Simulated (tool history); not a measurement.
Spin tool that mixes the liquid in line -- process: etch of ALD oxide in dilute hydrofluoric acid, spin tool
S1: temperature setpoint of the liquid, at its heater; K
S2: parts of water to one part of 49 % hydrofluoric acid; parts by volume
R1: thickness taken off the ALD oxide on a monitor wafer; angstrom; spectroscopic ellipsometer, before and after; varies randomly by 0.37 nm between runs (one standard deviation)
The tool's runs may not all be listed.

Run 1, day 0.000: S1 296.15 K, S2 150 parts by volume, time under the liquid (s) 280. Result: R1 533.24 angstrom.
Run 2, day 0.117: S1 298.15 K, S2 145 parts by volume, time under the liquid (s) 280. Result: R1 606.69 angstrom.
Run 3, day 0.312: S1 298.15 K, S2 170 parts by volume, time under the liquid (s) 280. Result: R1 503.90 angstrom.
Run 4, day 0.575: S1 299.65 K, S2 160 parts by volume, time under the liquid (s) 280. Result: R1 569.45 angstrom.
Run 5, day 0.812: S1 300.65 K, S2 150 parts by volume, time under the liquid (s) 280. Result: R1 635.60 angstrom.
Run 6, day 0.983: S1 297.15 K, S2 150 parts by volume, time under the liquid (s) 280. Result: R1 558.22 angstrom.
Run 7, day 1.175: S1 299.15 K, S2 145 parts by volume, time under the liquid (s) 280. Result: R1 626.43 angstrom.
Run 8, day 1.283: S1 300.65 K, S2 140 parts by volume, time under the liquid (s) 280. Result: R1 691.74 angstrom.

What will run 9 give?
Run 9, day 1.521: S1 301.65 K, S2 135 parts by volume, time under the liquid (s) 280. Result: R1 ?.

R1: 745.94 angstrom

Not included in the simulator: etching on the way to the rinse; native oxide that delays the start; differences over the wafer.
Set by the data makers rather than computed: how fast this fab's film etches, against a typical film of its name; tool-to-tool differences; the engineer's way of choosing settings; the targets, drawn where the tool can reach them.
